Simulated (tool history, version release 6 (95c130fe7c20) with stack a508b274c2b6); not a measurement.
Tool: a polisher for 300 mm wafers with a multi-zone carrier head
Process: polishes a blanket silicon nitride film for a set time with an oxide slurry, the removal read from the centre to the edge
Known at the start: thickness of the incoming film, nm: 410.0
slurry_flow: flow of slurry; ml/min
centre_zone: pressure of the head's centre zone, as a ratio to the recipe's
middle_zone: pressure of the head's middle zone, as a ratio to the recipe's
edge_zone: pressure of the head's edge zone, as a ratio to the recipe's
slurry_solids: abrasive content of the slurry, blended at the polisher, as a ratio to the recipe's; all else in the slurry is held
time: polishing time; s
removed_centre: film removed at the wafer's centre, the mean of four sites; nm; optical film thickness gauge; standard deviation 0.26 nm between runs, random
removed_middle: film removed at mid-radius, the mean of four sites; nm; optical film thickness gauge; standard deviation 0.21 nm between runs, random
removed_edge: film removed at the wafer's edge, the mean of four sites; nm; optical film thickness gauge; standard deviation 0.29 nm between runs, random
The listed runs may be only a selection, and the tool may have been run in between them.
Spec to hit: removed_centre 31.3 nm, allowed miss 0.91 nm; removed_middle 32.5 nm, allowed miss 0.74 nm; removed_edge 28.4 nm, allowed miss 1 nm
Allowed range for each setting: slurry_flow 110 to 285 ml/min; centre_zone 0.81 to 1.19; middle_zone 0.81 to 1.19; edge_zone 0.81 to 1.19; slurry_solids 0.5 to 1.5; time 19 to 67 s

| run | hour | slurry_flow | centre_zone | middle_zone | edge_zone | slurry_solids | time | removed_centre | removed_middle | removed_edge |
|---|---|---|---|---|---|---|---|---|---|---|
| 1 | 0 | 180 | 1 | 1 | 1 | 1 | 43 | 23.346 | 26.177 | 25.364 |
| 2 | 5.1 | 150 | 1 | 1 | 1 | 1 | 43 | 23.163 | 25.16 | 24.745 |
| 3 | 8.2 | 165 | 1.03 | 1.02 | 1 | 1 | 43 | 24.081 | 25.909 | 24.896 |
| 4 | 14.2 | 165 | 1.03 | 1.02 | 0.92 | 1 | 43 | 23.727 | 26.215 | 24.238 |
| 5 | 17.1 | 180 | 1.06 | 1.04 | 0.94 | 1 | 43 | 25.233 | 26.645 | 24.609 |
| 6 | 20.5 | 180 | 1.06 | 1.04 | 0.88 | 1 | 43 | 24.837 | 26.534 | 24.287 |
| 7 | 24.3 | 230 | 1.13 | 1.13 | 0.98 | 1.2 | 43 | 30.22 | 31.801 | 28.24 |
| 8 | 30.1 | 230 | 1.13 | 1.13 | 0.98 | 1.2 | 43 | 30.305 | 31.597 | 27.574 |
| 9 | 35.2 | 235 | 1.13 | 1.13 | 0.98 | 1.2 | 43 | 30.449 | 31.635 | 28.724 |
| 10 | 37.5 | 235 | 1.13 | 1.13 | 0.98 | 1.2 | 43 | 30.305 | 31.191 | 28.208 |
| 11 | 44 | 235 | 1.13 | 1.14 | 0.98 | 1.2 | 43 | 30.239 | 32.015 | 28.25 |
| 12 | 46.3 | 240 | 1.13 | 1.14 | 0.98 | 1.2 | 43 | 30.046 | 31.999 | 28.153 |

Exactly one of the 4 candidate moves below puts every result within its allowed miss. Which one?
| A | 48.6 | 250 | 1.12 | 1.18 | 1.04 | 1.45 | 39 | ? | ? | ? |
| B | 48.6 | 180 | 1.11 | 1.1 | 0.88 | 1.4 | 44 | ? | ? | ? |
| C | 48.6 | 230 | 1.08 | 1.18 | 0.97 | 1.2 | 42 | ? | ? | ? |
| D | 48.6 | 285 | 1.13 | 0.96 | 0.99 | 1.25 | 43 | ? | ? | ? |

| move | removed_centre | removed_middle | removed_edge |
|---|---|---|---|
| A | 29.614 | 32.161 | 28.193 |
| B | 31.109 | 32.736 | 28.102 |
| C | 28.188 | 31.807 | 27.016 |
| D | 31.527 | 29.704 | 28.994 |
A: further off than the last run
B: every result within its allowed miss
C: further off than the last run
D: puts the biggest miss on target and leaves a different result outside tolerance
Go with B: it meets all targets.

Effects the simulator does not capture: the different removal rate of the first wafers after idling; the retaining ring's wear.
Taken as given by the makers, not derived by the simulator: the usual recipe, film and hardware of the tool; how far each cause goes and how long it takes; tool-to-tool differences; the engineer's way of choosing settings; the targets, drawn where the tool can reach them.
